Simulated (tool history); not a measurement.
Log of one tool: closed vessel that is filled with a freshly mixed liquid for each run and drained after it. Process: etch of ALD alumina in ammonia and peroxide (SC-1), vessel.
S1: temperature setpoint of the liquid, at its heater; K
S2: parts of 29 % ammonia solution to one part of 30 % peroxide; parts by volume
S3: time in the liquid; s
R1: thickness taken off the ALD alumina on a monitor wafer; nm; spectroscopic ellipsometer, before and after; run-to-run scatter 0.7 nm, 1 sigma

| run | hour | S1 | S2 | S3 | R1 |
|---|---|---|---|---|---|
| 1 | 0 | 328.15 | 0.55 | 630 | 53.506 |
| 2 | 7.3 | 328.15 | 0.55 | 675 | 55.947 |
| 3 | 13.7 | 329.15 | 0.55 | 675 | 59.674 |
| 4 | 18.9 | 329.15 | 0.45 | 675 | 57.329 |
| 5 | 23.7 | 326.15 | 0.45 | 675 | 49.292 |
| 6 | 32.6 | 326.15 | 0.45 | 630 | 46.472 |
| 7 | 41.6 | 326.15 | 0.45 | 630 | 46.252 |
| 8 | 45.6 | 334.15 | 0.5 | 630 | 71.214 |
| 9 | 53.6 | 334.65 | 0.5 | 630 | 73.071 |

Run 10 has not been measured yet. What should we expect?
| 10 | 63 | 335.15 | 0.5 | 630 | ? |

R1: 75.592 nm
